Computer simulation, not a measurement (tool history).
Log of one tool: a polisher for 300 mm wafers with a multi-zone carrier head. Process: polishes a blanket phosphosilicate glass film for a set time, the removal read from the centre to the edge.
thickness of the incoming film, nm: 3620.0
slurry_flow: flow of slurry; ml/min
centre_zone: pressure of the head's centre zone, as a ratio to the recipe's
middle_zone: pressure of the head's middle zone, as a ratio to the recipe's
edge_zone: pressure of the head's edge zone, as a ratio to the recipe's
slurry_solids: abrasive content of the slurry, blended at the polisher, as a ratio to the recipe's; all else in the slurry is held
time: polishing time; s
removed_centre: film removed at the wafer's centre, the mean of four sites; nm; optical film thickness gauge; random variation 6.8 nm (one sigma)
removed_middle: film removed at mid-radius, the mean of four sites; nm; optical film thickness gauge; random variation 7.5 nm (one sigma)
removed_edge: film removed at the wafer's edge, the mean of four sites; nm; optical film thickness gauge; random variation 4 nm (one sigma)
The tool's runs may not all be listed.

run  hour  slurry_flow  centre_zone  middle_zone  edge_zone  slurry_solids  time  removed_centre  removed_middle  removed_edge
  1   0.0          290         1.00         1.00       1.00           1.00    65          469.43          461.62        474.29
  2   6.4          290         1.00         1.00       1.00           1.15    65          505.75          495.07        506.63
  3  14.0          290         1.03         1.00       1.00           1.15    65          518.80          502.41        507.04
  4  16.0          290         1.03         1.00       0.95           1.15    65          518.62          497.72        497.93
  5  18.9          290         1.08         1.00       0.95           1.15    65          543.65          495.46        496.71
  6  26.5          295         1.09         1.00       1.00           1.25    65          569.35          527.07        525.97
  7  31.7          300         1.10         0.99       1.04           1.30    66          596.59          525.76        550.68

Run 8 comes next. What will it give?
  8  39.3          305         1.10         1.00       1.07           1.35    66               ?               ?             ?

Run 8 gave removed_centre 606.75 nm, removed_middle 553.84 nm, removed_edge 570.15 nm.
